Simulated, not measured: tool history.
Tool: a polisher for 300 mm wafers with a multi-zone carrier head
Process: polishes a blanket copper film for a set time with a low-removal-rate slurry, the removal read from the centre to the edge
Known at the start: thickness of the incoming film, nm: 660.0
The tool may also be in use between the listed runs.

run  hour  flow of slurry (ml/min)  pressure of the head's centre zone  pressure of the head's middle zone  pressure of the head's edge zone  abrasive content of the slurry  polishing time (s)  film removed at the wafer's centre (nm)  film removed at mid-radius (nm)  film removed at the wafer's edge (nm)
  1     0                      175                                   1                                   1                                 1                               1                  67                                   161.38                           149.58                                 153.87
  2   0.7                      165                                0.98                                0.99                              0.97                            0.95                  67                                   155.86                           145.03                                 149.84
  3   3.8                      160                                0.96                                0.99                              0.94                             0.9                  67                                   148.62                           143.37                                  143.2
  4  12.1                      150                                0.95                                0.98                              0.93                             0.9                  67                                   146.93                           141.72                                 144.12
  5  20.8                      150                                0.95                                0.98                              0.93                               1                  67                                   146.06                           143.47                                 144.98
  6  23.7                      150                                0.95                                0.98                              0.96                               1                  67                                   149.49                           144.87                                 148.58
  7  24.5                      145                                0.94                                0.97                              0.93                            0.95                  67                                   144.02                           141.23                                 143.13
  8  31.2                      140                                0.93                                0.96                              0.91                            0.95                  67                                   142.32                            138.2                                  141.2

The next listed run, before its measurement:
  9  39.5                      135                                0.92                                0.96                               0.9                            0.95                  67                                        ?                                ?                                      ?

{"run 9": {"film removed at the wafer's centre (nm)": 139.45, "film removed at mid-radius (nm)": 136.54, "film removed at the wafer's edge (nm)": 139.72}}
